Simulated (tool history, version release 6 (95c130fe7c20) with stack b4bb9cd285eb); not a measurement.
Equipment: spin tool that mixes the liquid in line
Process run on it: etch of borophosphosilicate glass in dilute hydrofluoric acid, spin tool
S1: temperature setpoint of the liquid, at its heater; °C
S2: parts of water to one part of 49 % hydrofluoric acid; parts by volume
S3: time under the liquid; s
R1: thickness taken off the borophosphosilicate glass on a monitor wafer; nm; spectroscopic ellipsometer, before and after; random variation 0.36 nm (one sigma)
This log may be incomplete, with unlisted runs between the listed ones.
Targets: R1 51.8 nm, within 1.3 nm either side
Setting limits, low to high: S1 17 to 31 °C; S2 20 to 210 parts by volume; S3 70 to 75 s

{"run": 1, "hour": 0.0, "S1": 23, "S2": 115, "S3": 70, "R1": 25.391}
{"run": 2, "hour": 3.2, "S1": 23, "S2": 115, "S3": 75, "R1": 27.41}
{"run": 3, "hour": 10.3, "S1": 24.5, "S2": 105, "S3": 75, "R1": 32.104}
{"run": 4, "hour": 12.2, "S1": 27, "S2": 105, "S3": 75, "R1": 35.361}
{"run": 5, "hour": 18.2, "S1": 27, "S2": 85, "S3": 75, "R1": 45.217}
{"run": 6, "hour": 26.0, "S1": 28, "S2": 85, "S3": 75, "R1": 46.607}
{"run": 7, "hour": 27.5, "S1": 28.5, "S2": 85, "S3": 75, "R1": 46.786}
{"run": 8, "hour": 34.7, "S1": 29, "S2": 85, "S3": 75, "R1": 48.466}
{"run": 9, "hour": 36.3, "S1": 29.5, "S2": 85, "S3": 75, "R1": 49.895}
{"run": 10, "hour": 37.0, "S1": 30, "S2": 85, "S3": 75, "R1": 50.125}

Pick the move, out of 4, that brings all results within their allowed miss; only one does.
{"run": "A", "hour": 37.7, "S1": 31, "S2": 80, "S3": 75, "R1": "?"}
{"run": "B", "hour": 37.7, "S1": 27.5, "S2": 80, "S3": 75, "R1": "?"}
{"run": "C", "hour": 37.7, "S1": 30, "S2": 75, "S3": 70, "R1": "?"}
{"run": "D", "hour": 37.7, "S1": 29, "S2": 80, "S3": 75, "R1": "?"}

move=A R1=55.536
move=B R1=48.549
move=C R1=53.62
move=D R1=51.455
A: takes the result that was furthest off past its target
B: further off than the last run
C: takes the result that was furthest off past its target
D: hits every target within its allowed miss
Go with D: it meets all targets.
